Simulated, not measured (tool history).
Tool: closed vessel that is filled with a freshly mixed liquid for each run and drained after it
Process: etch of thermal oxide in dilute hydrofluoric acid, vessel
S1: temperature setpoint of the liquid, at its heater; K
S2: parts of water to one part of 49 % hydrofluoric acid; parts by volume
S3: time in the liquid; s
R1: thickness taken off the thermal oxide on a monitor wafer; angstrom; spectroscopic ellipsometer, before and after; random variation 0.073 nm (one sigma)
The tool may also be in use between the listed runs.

run	hour	S1	S2	S3	R1
1	0	298.15	55	125	111.97
2	8.2	296.65	55	125	109.18
3	10.7	295.15	55	125	101.37
4	12.6	294.65	55	125	99.035
5	19	294.65	55	125	99.037
6	27.4	296.15	55	125	105.13

Forecast run 7:
7	31.7	295.15	55	125	?

{"run 7": {"R1": 101.88}}
